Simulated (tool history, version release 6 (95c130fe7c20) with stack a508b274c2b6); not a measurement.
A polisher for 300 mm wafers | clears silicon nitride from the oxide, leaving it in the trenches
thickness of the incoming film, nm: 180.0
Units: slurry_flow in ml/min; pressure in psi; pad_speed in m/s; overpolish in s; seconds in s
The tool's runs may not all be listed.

run	day	slurry_flow	pressure	pad_speed	overpolish	seconds
1	0.000	300	3.3	1.28	26	133.20
2	0.225	300	2.9	1.26	26	153.89
3	0.396	245	2.9	1.26	26	153.60
4	0.538	245	3.5	1.26	26	128.61
5	0.850	245	3.1	1.24	26	142.83
6	0.929	280	3.1	1.24	26	146.83
7	1.221	280	2.8	1.22	26	160.39
8	1.492	280	2.6	1.20	26	180.95

Forecast run 9:
9	1.683	280	2.5	1.20	26	?

Run 9 gave seconds 182.77 s.

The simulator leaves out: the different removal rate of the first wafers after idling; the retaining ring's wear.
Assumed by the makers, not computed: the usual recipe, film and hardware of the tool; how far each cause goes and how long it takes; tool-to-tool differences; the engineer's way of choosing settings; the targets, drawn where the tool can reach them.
